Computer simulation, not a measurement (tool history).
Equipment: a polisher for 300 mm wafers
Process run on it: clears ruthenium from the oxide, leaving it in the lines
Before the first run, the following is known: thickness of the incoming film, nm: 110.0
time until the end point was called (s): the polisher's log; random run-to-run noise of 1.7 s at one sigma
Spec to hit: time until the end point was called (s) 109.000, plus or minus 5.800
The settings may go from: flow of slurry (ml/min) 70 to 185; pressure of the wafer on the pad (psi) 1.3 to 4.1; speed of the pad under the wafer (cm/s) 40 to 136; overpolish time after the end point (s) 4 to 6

| run | hour | flow of slurry (ml/min) | pressure of the wafer on the pad (psi) | speed of the pad under the wafer (cm/s) | overpolish time after the end point (s) | time until the end point was called (s) |
|---|---|---|---|---|---|---|
| 1 | 0.0 | 120 | 2.7 | 88 | 6 | 80.412 |
| 2 | 6.9 | 120 | 2.5 | 88 | 6 | 86.943 |
| 3 | 9.1 | 120 | 2.4 | 88 | 6 | 91.874 |
| 4 | 15.0 | 120 | 2.4 | 88 | 6 | 93.140 |
| 5 | 15.7 | 120 | 2.4 | 108 | 6 | 75.552 |
| 6 | 17.8 | 120 | 2.2 | 108 | 6 | 81.269 |
| 7 | 21.5 | 120 | 2.1 | 108 | 6 | 86.601 |
| 8 | 25.3 | 120 | 2.0 | 108 | 6 | 88.984 |
| 9 | 29.4 | 120 | 1.9 | 108 | 6 | 92.653 |
| 10 | 34.2 | 120 | 1.8 | 108 | 6 | 98.639 |

Which of these 4 next moves meets every target?
| A | 39.0 | 130 | 1.9 | 108 | 6 | ? |
| B | 39.0 | 120 | 1.7 | 94 | 4 | ? |
| C | 39.0 | 105 | 2.2 | 94 | 6 | ? |
| D | 39.0 | 130 | 1.7 | 102 | 4 | ? |

| move | time until the end point was called (s) |
|---|---|
| A | 93.724 |
| B | 121.000 |
| C | 96.891 |
| D | 110.210 |
A: further off than the last run
B: takes the biggest miss from the last run beyond its target
C: further off than the last run
D: hits every target within its allowed miss
The right move is D.
